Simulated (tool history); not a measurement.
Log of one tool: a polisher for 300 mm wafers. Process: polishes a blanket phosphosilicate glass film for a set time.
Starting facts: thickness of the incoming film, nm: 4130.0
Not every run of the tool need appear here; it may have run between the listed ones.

run  hour  flow of slurry (ml/min)  pressure of the wafer on the pad (psi)  speed of the pad under the wafer (m/s)  abrasive content of the slurry  polishing time (s)  film removed (angstrom)
  1   0.0                      180                                     3.7                                    0.92                            1.00                  37                   3465.8
  2   7.2                      180                                     3.7                                    0.92                            1.15                  37                   3765.2
  3   9.1                      180                                     3.7                                    1.00                            1.15                  37                   3955.6
  4  13.5                      180                                     3.4                                    0.98                            1.15                  37                   3610.8
  5  16.6                      225                                     3.4                                    0.98                            1.15                  37                   3790.1
  6  19.7                      220                                     3.1                                    0.96                            1.15                  37                   3414.8
  7  22.8                      215                                     2.9                                    0.94                            1.15                  37                   3083.6
  8  25.8                      210                                     2.7                                    0.94                            1.15                  37                   2876.2

What does the tool deliver on the next run?
  9  27.0                      200                                     2.6                                    0.94                            1.15                  37                        ?

{"run 9": {"film removed (angstrom)": 2797.5}}
